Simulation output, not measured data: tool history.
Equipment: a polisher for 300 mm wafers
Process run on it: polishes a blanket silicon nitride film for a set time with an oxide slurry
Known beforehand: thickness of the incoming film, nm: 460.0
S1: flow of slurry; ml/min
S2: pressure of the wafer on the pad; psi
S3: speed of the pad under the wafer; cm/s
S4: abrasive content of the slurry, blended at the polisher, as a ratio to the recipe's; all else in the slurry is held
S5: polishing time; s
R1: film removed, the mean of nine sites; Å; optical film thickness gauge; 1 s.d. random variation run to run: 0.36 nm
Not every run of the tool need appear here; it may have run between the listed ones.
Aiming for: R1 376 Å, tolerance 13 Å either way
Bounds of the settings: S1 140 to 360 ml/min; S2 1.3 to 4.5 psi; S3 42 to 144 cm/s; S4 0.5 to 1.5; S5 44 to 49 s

{"run": 1, "hour": 0.0, "S1": 230, "S2": 2.9, "S3": 92, "S4": 1, "S5": 49, "R1": 227}
{"run": 2, "hour": 2.5, "S1": 230, "S2": 3.2, "S3": 92, "S4": 1, "S5": 49, "R1": 244.01}
{"run": 3, "hour": 4.3, "S1": 230, "S2": 3.2, "S3": 92, "S4": 1, "S5": 49, "R1": 248.25}
{"run": 4, "hour": 6.7, "S1": 230, "S2": 3.2, "S3": 102, "S4": 1, "S5": 49, "R1": 266.21}
{"run": 5, "hour": 14.3, "S1": 230, "S2": 3.2, "S3": 80, "S4": 1, "S5": 49, "R1": 225.42}
{"run": 6, "hour": 15.7, "S1": 230, "S2": 3.2, "S3": 80, "S4": 1, "S5": 44, "R1": 205.79}
{"run": 7, "hour": 18.7, "S1": 230, "S2": 3.5, "S3": 86, "S4": 1, "S5": 44, "R1": 230.99}
{"run": 8, "hour": 23.1, "S1": 230, "S2": 3.7, "S3": 92, "S4": 1, "S5": 44, "R1": 253.29}
{"run": 9, "hour": 26.9, "S1": 230, "S2": 3.9, "S3": 98, "S4": 1, "S5": 44, "R1": 276.98}
{"run": 10, "hour": 33.5, "S1": 230, "S2": 4, "S3": 102, "S4": 1, "S5": 44, "R1": 287.07}
{"run": 11, "hour": 40.7, "S1": 230, "S2": 4.1, "S3": 106, "S4": 1, "S5": 44, "R1": 305.09}
{"run": 12, "hour": 47.5, "S1": 230, "S2": 4.2, "S3": 110, "S4": 1, "S5": 44, "R1": 323.76}
{"run": 13, "hour": 49.1, "S1": 230, "S2": 4.3, "S3": 112, "S4": 1, "S5": 44, "R1": 336.66}
{"run": 14, "hour": 51.3, "S1": 235, "S2": 4.5, "S3": 118, "S4": 1, "S5": 44, "R1": 357.07}
{"run": 15, "hour": 55.5, "S1": 235, "S2": 4.5, "S3": 120, "S4": 1, "S5": 44, "R1": 359.09}

Which single option among these 5 for the next run brings every result within its allowed miss of target? Just one does.
{"run": "A", "hour": 59.7, "S1": 185, "S2": 4.2, "S3": 122, "S4": 1, "S5": 49, "R1": "?"}
{"run": "B", "hour": 59.7, "S1": 265, "S2": 4.2, "S3": 110, "S4": 0.95, "S5": 49, "R1": "?"}
{"run": "C", "hour": 59.7, "S1": 355, "S2": 4, "S3": 110, "S4": 0.95, "S5": 48, "R1": "?"}
{"run": "D", "hour": 59.7, "S1": 140, "S2": 4.4, "S3": 134, "S4": 0.65, "S5": 48, "R1": "?"}
{"run": "E", "hour": 59.7, "S1": 230, "S2": 4.5, "S3": 100, "S4": 1.2, "S5": 46, "R1": "?"}

move=A R1=370.77
move=B R1=354.13
move=C R1=339.79
move=D R1=348.01
move=E R1=350.15
A: each result inside its tolerance
B: the biggest miss grows against the last run
C: the biggest miss grows against the last run
D: the biggest miss grows against the last run
E: the biggest miss grows against the last run
A meets every target.
